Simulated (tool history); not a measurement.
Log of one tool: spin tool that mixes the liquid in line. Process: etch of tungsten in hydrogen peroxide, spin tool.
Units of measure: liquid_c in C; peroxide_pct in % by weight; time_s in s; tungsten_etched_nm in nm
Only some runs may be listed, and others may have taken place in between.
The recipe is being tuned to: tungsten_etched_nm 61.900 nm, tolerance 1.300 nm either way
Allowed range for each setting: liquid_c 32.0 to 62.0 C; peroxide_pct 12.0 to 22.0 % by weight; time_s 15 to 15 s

run 1 hour=0.0 | liquid_c=46.0 peroxide_pct=15.0 time_s=15 | tungsten_etched_nm=32.583
run 2 hour=6.8 | liquid_c=48.5 peroxide_pct=15.0 time_s=15 | tungsten_etched_nm=38.143
run 3 hour=8.3 | liquid_c=50.0 peroxide_pct=15.0 time_s=15 | tungsten_etched_nm=41.656
run 4 hour=12.3 | liquid_c=56.0 peroxide_pct=15.0 time_s=15 | tungsten_etched_nm=59.795
run 5 hour=15.9 | liquid_c=62.0 peroxide_pct=15.0 time_s=15 | tungsten_etched_nm=83.903
run 6 hour=19.2 | liquid_c=62.0 peroxide_pct=15.0 time_s=15 | tungsten_etched_nm=84.823
run 7 hour=21.5 | liquid_c=61.0 peroxide_pct=15.0 time_s=15 | tungsten_etched_nm=79.163
run 8 hour=29.2 | liquid_c=60.0 peroxide_pct=15.0 time_s=15 | tungsten_etched_nm=74.679
run 9 hour=33.0 | liquid_c=59.5 peroxide_pct=15.0 time_s=15 | tungsten_etched_nm=73.369
run 10 hour=39.2 | liquid_c=59.0 peroxide_pct=15.0 time_s=15 | tungsten_etched_nm=71.084
run 11 hour=42.9 | liquid_c=58.5 peroxide_pct=15.0 time_s=15 | tungsten_etched_nm=68.511

Which single option among these 5 for the next run brings every result within its allowed miss of target? Just one does.
run A hour=46.6 | liquid_c=55.5 peroxide_pct=15.5 time_s=15 | tungsten_etched_nm=?
run B hour=46.6 | liquid_c=57.0 peroxide_pct=13.5 time_s=15 | tungsten_etched_nm=?
run C hour=46.6 | liquid_c=57.0 peroxide_pct=13.0 time_s=15 | tungsten_etched_nm=?
run D hour=46.6 | liquid_c=58.0 peroxide_pct=12.0 time_s=15 | tungsten_etched_nm=?
run E hour=46.6 | liquid_c=56.5 peroxide_pct=15.5 time_s=15 | tungsten_etched_nm=?

move=A tungsten_etched_nm=59.166
move=B tungsten_etched_nm=60.310
move=C tungsten_etched_nm=59.183
move=D tungsten_etched_nm=60.279
move=E tungsten_etched_nm=62.756
A: takes the result that was furthest off past its target
B: takes the result that was furthest off past its target
C: takes the result that was furthest off past its target
D: takes the result that was furthest off past its target
E: all results in spec
Move E is the one to make.
